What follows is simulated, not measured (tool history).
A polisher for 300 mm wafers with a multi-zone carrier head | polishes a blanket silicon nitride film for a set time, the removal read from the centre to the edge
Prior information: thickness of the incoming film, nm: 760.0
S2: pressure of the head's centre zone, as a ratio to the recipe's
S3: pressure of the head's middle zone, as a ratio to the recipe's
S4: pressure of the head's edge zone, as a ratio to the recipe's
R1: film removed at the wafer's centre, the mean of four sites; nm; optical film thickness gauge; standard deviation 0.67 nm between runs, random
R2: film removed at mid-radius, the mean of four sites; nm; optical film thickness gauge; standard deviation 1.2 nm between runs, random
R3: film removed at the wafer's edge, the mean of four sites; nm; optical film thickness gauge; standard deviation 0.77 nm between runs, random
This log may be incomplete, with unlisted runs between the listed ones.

Run 1, hour 0: flow of slurry (ml/min) 240, S2 1, S3 1, S4 1, polishing time (s) 55. Result: R1 154.27 nm, R2 152.38 nm, R3 159.93 nm.
Run 2, hour 1: flow of slurry (ml/min) 240, S2 0.94, S3 1, S4 1, polishing time (s) 55. Result: R1 145.36 nm, R2 155.67 nm, R3 158.45 nm.
Run 3, hour 7.9: flow of slurry (ml/min) 230, S2 0.93, S3 0.97, S4 0.99, polishing time (s) 51. Result: R1 132.26 nm, R2 140.82 nm, R3 146.99 nm.
Run 4, hour 13.4: flow of slurry (ml/min) 170, S2 0.93, S3 0.97, S4 0.99, polishing time (s) 51. Result: R1 127.03 nm, R2 136.2 nm, R3 140.14 nm.
Run 5, hour 19.8: flow of slurry (ml/min) 170, S2 0.93, S3 0.93, S4 0.99, polishing time (s) 51. Result: R1 125.52 nm, R2 128.91 nm, R3 141.4 nm.
Run 6, hour 22.3: flow of slurry (ml/min) 165, S2 0.92, S3 0.91, S4 0.98, polishing time (s) 49. Result: R1 119.24 nm, R2 122.05 nm, R3 135.99 nm.
Run 7, hour 26.9: flow of slurry (ml/min) 155, S2 0.86, S3 0.82, S4 0.89, polishing time (s) 34. Result: R1 75.862 nm, R2 75.674 nm, R3 89.604 nm.
Run 8, hour 27.6: flow of slurry (ml/min) 170, S2 0.87, S3 0.83, S4 0.91, polishing time (s) 34. Result: R1 79.016 nm, R2 78.146 nm, R3 90.607 nm.
Run 9, hour 31.8: flow of slurry (ml/min) 175, S2 0.87, S3 0.84, S4 0.94, polishing time (s) 34. Result: R1 79.292 nm, R2 79.834 nm, R3 92.943 nm.

Forecast run 10:
Run 10, hour 33: flow of slurry (ml/min) 175, S2 0.87, S3 0.84, S4 0.94, polishing time (s) 34. Result: R1 ?, R2 ?, R3 ?.

R1: 80.024 nm
R2: 77.845 nm
R3: 92.506 nm
